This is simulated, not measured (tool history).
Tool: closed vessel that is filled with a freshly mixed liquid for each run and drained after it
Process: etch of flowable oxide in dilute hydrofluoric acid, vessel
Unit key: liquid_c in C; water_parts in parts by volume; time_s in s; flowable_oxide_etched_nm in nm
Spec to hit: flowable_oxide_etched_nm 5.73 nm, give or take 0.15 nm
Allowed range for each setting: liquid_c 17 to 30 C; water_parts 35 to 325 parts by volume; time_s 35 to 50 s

| run | hour | liquid_c | water_parts | time_s | flowable_oxide_etched_nm |
|---|---|---|---|---|---|
| 1 | 0 | 22 | 180 | 50 | 8.6525 |
| 2 | 2.7 | 21.5 | 185 | 50 | 8.1306 |
| 3 | 11.2 | 21 | 190 | 50 | 7.7715 |
| 4 | 15.5 | 21 | 215 | 50 | 6.7401 |
| 5 | 19.6 | 21 | 215 | 35 | 4.687 |
| 6 | 23.2 | 17.5 | 215 | 35 | 4.0647 |
| 7 | 31.3 | 21.5 | 210 | 35 | 4.9609 |
| 8 | 38 | 21.5 | 210 | 35 | 4.9447 |
| 9 | 46.1 | 22 | 210 | 35 | 5.0089 |
| 10 | 47.1 | 22.5 | 210 | 35 | 5.101 |
| 11 | 50.3 | 23 | 210 | 35 | 5.2075 |
| 12 | 52.5 | 23.5 | 210 | 35 | 5.3062 |
| 13 | 54.1 | 24 | 210 | 35 | 5.4236 |

Consider the 4 candidate settings below. Which is the only one whose results all fall within their allowed miss of target?
| A | 55.7 | 22.5 | 260 | 45 | ? |
| B | 55.7 | 24.5 | 245 | 40 | ? |
| C | 55.7 | 25.5 | 210 | 35 | ? |
| D | 55.7 | 24.5 | 220 | 35 | ? |

| move | flowable_oxide_etched_nm |
|---|---|
| A | 5.0021 |
| B | 5.1475 |
| C | 5.6542 |
| D | 5.1493 |
A: further off than the last run
B: further off than the last run
C: in spec on every target
D: further off than the last run
Answer: C
